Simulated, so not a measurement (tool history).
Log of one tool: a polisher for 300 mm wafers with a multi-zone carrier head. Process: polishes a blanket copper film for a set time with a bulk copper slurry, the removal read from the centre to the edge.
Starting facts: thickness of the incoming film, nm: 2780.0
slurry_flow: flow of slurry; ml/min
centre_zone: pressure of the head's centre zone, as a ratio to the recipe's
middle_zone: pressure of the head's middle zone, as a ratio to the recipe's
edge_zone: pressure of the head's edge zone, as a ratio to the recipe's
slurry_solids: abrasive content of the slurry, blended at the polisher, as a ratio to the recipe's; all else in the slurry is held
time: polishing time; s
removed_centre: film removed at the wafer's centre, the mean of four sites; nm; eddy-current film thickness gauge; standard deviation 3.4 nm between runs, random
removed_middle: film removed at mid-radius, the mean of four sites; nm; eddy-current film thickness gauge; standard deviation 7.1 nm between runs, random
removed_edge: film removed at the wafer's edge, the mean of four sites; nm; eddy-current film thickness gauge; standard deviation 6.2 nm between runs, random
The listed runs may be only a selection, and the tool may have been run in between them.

run	day	slurry_flow	centre_zone	middle_zone	edge_zone	slurry_solids	time	removed_centre	removed_middle	removed_edge
1	0.000	225	1.00	1.00	1.00	1.00	86	397.17	389.41	415.00
2	0.129	170	1.00	1.00	1.00	1.00	86	384.34	379.34	403.28
3	0.183	145	1.00	1.00	1.00	1.00	86	373.85	382.27	402.00
4	0.388	145	1.07	1.00	1.00	1.00	86	403.10	377.42	396.76
5	0.617	150	1.04	1.05	1.03	1.15	87	412.05	420.20	424.45
6	0.658	155	1.03	1.08	1.07	1.20	87	417.44	437.16	441.70
7	0.967	160	1.02	1.11	1.09	1.25	87	427.29	437.77	457.05
8	1.021	155	0.99	1.13	1.07	1.30	89	418.42	469.06	452.89
9	1.129	155	0.98	1.14	1.08	1.35	89	423.26	468.88	462.52

For run 10, what comes out?
10	1.225	150	0.96	1.15	1.08	1.40	90	?	?	?

{"run 10": {"removed_centre": 413.59, "removed_middle": 489.84, "removed_edge": 469.26}}
